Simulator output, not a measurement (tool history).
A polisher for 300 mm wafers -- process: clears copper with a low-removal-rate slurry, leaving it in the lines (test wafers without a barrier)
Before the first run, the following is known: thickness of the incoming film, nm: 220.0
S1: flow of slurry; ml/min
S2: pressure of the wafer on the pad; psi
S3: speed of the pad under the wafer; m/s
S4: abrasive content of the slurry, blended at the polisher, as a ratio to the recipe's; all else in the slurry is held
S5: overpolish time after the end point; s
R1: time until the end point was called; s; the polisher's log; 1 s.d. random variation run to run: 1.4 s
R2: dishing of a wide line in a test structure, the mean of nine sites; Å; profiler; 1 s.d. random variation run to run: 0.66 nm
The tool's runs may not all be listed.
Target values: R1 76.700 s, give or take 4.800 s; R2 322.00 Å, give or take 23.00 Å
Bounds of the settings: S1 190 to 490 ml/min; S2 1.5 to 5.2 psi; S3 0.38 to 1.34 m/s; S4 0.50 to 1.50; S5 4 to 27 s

run,hour,S1,S2,S3,S4,S5,R1,R2
1,0.0,315,3.3,0.86,1.00,14,87.693,219.28
2,8.5,315,3.3,0.86,1.00,9,90.298,153.53
3,10.4,315,3.3,0.86,1.00,13,88.981,205.46
4,14.5,315,2.8,0.86,1.00,13,107.150,180.96
5,15.5,315,2.8,0.86,1.00,11,100.590,152.02
6,23.0,260,2.8,0.86,1.00,11,103.070,151.91
7,26.8,260,3.1,0.86,1.00,13,94.944,196.51
8,29.2,260,3.3,0.86,1.00,14,92.209,216.19
9,37.0,260,3.5,0.86,1.00,15,88.518,245.10
10,39.7,260,3.7,0.86,1.00,16,78.976,253.97
11,44.2,260,3.7,0.86,1.00,17,80.260,271.68
12,49.5,260,3.7,0.86,1.00,18,81.297,281.62

Which of these 4 next moves meets every target?
A,54.8,190,4.4,0.84,1.20,14,?,?
B,54.8,190,3.3,1.06,0.90,21,?,?
C,54.8,305,4.3,0.84,1.15,13,?,?
D,54.8,245,3.5,0.94,1.10,17,?,?

move,R1,R2
A,68.381,273.45
B,77.781,329.54
C,67.920,259.85
D,76.394,288.90
A: lands further from the targets than the last run did
B: every result within its allowed miss
C: lands further from the targets than the last run did
D: better than the last run, though not everything is in spec
The right move is B.
